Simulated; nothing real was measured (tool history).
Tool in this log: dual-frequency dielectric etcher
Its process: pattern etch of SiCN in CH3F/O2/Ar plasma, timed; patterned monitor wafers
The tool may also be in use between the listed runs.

run  hour  source power (W)  bias power (W)  etch time (s)  mean etch depth across the wafer (nm)
  1   0.0               390              95           37.5                                 15.015
  2   2.5               350              92           37.5                                 14.245
  3  10.3               350              92           37.5                                 14.129
  4  12.0               290              92           37.5                                 13.613
  5  18.7               290              92           37.5                                 13.573
  6  23.4               290             108           37.5                                 14.707

Estimate the outcome of run 7 from the log above:
  7  26.8               280             102           37.0                                      ?

{"run 7": {"mean etch depth across the wafer (nm)": 13.952}}

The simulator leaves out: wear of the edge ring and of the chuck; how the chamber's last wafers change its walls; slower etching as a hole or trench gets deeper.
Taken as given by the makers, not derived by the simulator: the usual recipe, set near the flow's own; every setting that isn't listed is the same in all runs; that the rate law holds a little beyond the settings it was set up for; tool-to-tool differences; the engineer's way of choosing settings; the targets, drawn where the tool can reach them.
